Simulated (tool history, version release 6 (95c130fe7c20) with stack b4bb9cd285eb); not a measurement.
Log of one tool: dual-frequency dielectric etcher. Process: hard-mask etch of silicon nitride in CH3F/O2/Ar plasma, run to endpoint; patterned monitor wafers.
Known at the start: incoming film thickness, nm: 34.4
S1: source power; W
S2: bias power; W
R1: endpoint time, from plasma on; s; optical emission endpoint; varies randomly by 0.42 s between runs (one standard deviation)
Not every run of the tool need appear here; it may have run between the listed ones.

run	hour	S1	S2	R1
1	0.0	490	90	43.363
2	8.4	490	104	41.031
3	13.1	490	119	38.527
4	18.6	490	105	41.204
5	20.9	430	97	44.897
6	29.9	390	94	47.698
7	38.6	370	93	48.585

Run 8 comes next. What will it give?
8	44.5	350	92	?

{"run 8": {"R1": 49.859}}
